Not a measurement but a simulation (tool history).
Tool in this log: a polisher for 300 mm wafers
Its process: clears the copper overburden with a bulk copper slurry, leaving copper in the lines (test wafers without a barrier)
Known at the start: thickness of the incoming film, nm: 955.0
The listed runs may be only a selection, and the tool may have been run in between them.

run	hour	flow of slurry (ml/min)	pressure of the wafer on the pad (kPa)	speed of the pad under the wafer (m/s)	abrasive content of the slurry	overpolish time after the end point (s)	time until the end point was called (s)	dishing of a wide line in a test structure (nm)
1	0	180	22.8	0.96	1	27	89.039	84.052
2	6.7	140	22.8	0.96	1	27	94.734	82.824
3	10.3	140	22.8	1.06	1	27	83.61	84.691
4	12.2	140	26.9	1.06	1	27	71.824	90.329
5	16.5	140	26.9	1.22	1	27	63.824	96.278
6	18.3	140	26.9	1.36	1	27	58.94	95.068
7	24.2	140	24.8	1.32	1	29	62.028	94.166
8	31.4	140	22.8	1.26	1	31	71.673	90.041
9	34.3	140	21.4	1.22	1	33	81.154	87.244
10	43.2	140	20	1.2	1	34	85.011	85.476
11	45.1	140	18.6	1.18	1	36	94.699	82.864
12	48.5	140	17.9	1.16	1	37	99.792	82.43
13	53.1	140	17.9	1.16	1	37	98.307	80.726
14	61.1	140	17.2	1.14	1	39	103.58	81.06

Estimate the outcome of run 15 from the log above:
15	63.7	140	11.7	1.1	1	43	?	?

{"run 15": {"time until the end point was called (s)": 155.54, "dishing of a wide line in a test structure (nm)": 67.479}}
